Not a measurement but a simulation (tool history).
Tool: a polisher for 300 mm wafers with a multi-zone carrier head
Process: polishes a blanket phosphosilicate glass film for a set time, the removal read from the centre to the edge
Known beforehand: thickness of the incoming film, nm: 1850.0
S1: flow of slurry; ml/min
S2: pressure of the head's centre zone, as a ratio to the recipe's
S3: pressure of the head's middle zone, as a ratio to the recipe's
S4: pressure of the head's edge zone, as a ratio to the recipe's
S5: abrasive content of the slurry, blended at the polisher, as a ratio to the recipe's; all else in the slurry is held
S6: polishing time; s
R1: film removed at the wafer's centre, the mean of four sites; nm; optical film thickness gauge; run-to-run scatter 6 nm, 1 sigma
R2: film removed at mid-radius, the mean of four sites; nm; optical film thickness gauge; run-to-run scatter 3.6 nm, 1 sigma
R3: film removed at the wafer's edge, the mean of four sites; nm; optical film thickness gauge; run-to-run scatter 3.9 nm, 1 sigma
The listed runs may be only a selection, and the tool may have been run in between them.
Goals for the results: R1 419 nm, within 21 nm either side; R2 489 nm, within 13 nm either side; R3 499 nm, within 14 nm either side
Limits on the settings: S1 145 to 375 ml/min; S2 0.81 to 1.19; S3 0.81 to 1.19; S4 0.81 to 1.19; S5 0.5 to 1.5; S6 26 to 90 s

run 1 hour=0 | S1=240 S2=1 S3=1 S4=1 S5=1 S6=58 | R1=585.66 R2=569.33 R3=592.55
run 2 hour=7.5 | S1=235 S2=0.97 S3=1 S4=0.98 S5=0.95 S6=58 | R1=562.13 R2=566.6 R3=579.11
run 3 hour=13.6 | S1=230 S2=0.94 S3=0.99 S4=0.98 S5=0.9 S6=58 | R1=523.34 R2=546.79 R3=561.76
run 4 hour=18.4 | S1=230 S2=0.94 S3=0.99 S4=1.04 S5=0.9 S6=58 | R1=520.24 R2=551.14 R3=584.74
run 5 hour=22.2 | S1=225 S2=0.92 S3=0.98 S4=1.02 S5=0.85 S6=58 | R1=500.99 R2=534.32 R3=561.41
run 6 hour=29.2 | S1=220 S2=0.9 S3=0.97 S4=1.01 S5=0.85 S6=58 | R1=485.05 R2=525.56 R3=559.64
run 7 hour=32.1 | S1=215 S2=0.89 S3=0.97 S4=0.99 S5=0.85 S6=58 | R1=483.89 R2=518.23 R3=551.77
run 8 hour=34 | S1=210 S2=0.88 S3=0.97 S4=0.98 S5=0.85 S6=58 | R1=473.66 R2=521.72 R3=550.72
run 9 hour=35.3 | S1=205 S2=0.87 S3=0.97 S4=0.96 S5=0.85 S6=58 | R1=453.03 R2=518.86 R3=542.58
run 10 hour=42.5 | S1=200 S2=0.87 S3=0.97 S4=0.94 S5=0.85 S6=58 | R1=454.07 R2=510.66 R3=531.44
run 11 hour=46.9 | S1=195 S2=0.87 S3=0.97 S4=0.93 S5=0.85 S6=58 | R1=456.94 R2=520.03 R3=531.91
run 12 hour=49.3 | S1=195 S2=0.86 S3=0.96 S4=0.92 S5=0.85 S6=58 | R1=455.51 R2=510.77 R3=535.01
run 13 hour=53.1 | S1=190 S2=0.86 S3=0.96 S4=0.91 S5=0.85 S6=58 | R1=458.93 R2=511.55 R3=532.31
run 14 hour=57.7 | S1=190 S2=0.85 S3=0.96 S4=0.9 S5=0.85 S6=58 | R1=444.94 R2=512.79 R3=526.1

Pick the move, out of 5, that brings all results within their allowed miss; only one does.
run A hour=62.3 | S1=220 S2=0.82 S3=0.94 S4=0.88 S5=0.95 S6=52 | R1=? R2=? R3=?
run B hour=62.3 | S1=155 S2=0.9 S3=0.95 S4=0.89 S5=0.75 S6=71 | R1=? R2=? R3=?
run C hour=62.3 | S1=230 S2=0.81 S3=0.87 S4=1.05 S5=0.7 S6=60 | R1=? R2=? R3=?
run D hour=62.3 | S1=190 S2=0.81 S3=0.93 S4=0.91 S5=0.8 S6=54 | R1=? R2=? R3=?
run E hour=62.3 | S1=275 S2=0.95 S3=0.84 S4=0.9 S5=0.85 S6=53 | R1=? R2=? R3=?

move=A R1=411.49 R2=481.59 R3=493.62
move=B R1=526.51 R2=567.78 R3=590.61
move=C R1=417.82 R2=476.47 R3=544.03
move=D R1=384.97 R2=454.98 R3=477.59
move=E R1=480 R2=457.08 R3=496.4
A: every result lands within tolerance
B: moves away from the targets compared with the last run
C: moves away from the targets compared with the last run
D: takes the biggest miss from the last run beyond its target
E: gets the furthest-off result to its target, but another result is out of tolerance
Correct choice: A, which meets every target
